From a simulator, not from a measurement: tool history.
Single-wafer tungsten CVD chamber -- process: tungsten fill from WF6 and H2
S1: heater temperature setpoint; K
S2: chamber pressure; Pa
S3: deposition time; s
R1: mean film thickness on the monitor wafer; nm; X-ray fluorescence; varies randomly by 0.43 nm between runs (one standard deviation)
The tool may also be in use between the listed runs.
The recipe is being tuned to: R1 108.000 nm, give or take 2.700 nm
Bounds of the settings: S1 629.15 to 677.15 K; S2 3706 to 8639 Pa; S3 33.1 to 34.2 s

{"run": 1, "hour": 0.0, "S1": 653.15, "S2": 6173, "S3": 33.1, "R1": 76.241}
{"run": 2, "hour": 8.0, "S1": 657.15, "S2": 6199, "S3": 33.1, "R1": 81.678}
{"run": 3, "hour": 11.0, "S1": 657.15, "S2": 6199, "S3": 34.2, "R1": 84.641}
{"run": 4, "hour": 17.5, "S1": 660.15, "S2": 6226, "S3": 34.2, "R1": 89.037}
{"run": 5, "hour": 24.1, "S1": 660.15, "S2": 7333, "S3": 34.2, "R1": 96.33}
{"run": 6, "hour": 28.3, "S1": 656.15, "S2": 7333, "S3": 34.2, "R1": 89.998}
{"run": 7, "hour": 33.4, "S1": 658.15, "S2": 7359, "S3": 34.2, "R1": 92.81}
{"run": 8, "hour": 34.3, "S1": 660.15, "S2": 7373, "S3": 34.2, "R1": 96.666}

Which single option among these 4 for the next run brings every result within its allowed miss of target? Just one does.
{"run": "A", "hour": 35.2, "S1": 660.15, "S2": 6773, "S3": 34.2, "R1": "?"}
{"run": "B", "hour": 35.2, "S1": 675.15, "S2": 5880, "S3": 34.2, "R1": "?"}
{"run": "C", "hour": 35.2, "S1": 666.15, "S2": 7519, "S3": 34.2, "R1": "?"}
{"run": "D", "hour": 35.2, "S1": 670.15, "S2": 7319, "S3": 34.2, "R1": "?"}

move=A R1=92.789
move=B R1=112.690
move=C R1=107.800
move=D R1=114.110
A: lands further from the targets than the last run did
B: takes the biggest miss from the last run beyond its target
C: hits every target within its allowed miss
D: takes the biggest miss from the last run beyond its target
Move C is the one to make.

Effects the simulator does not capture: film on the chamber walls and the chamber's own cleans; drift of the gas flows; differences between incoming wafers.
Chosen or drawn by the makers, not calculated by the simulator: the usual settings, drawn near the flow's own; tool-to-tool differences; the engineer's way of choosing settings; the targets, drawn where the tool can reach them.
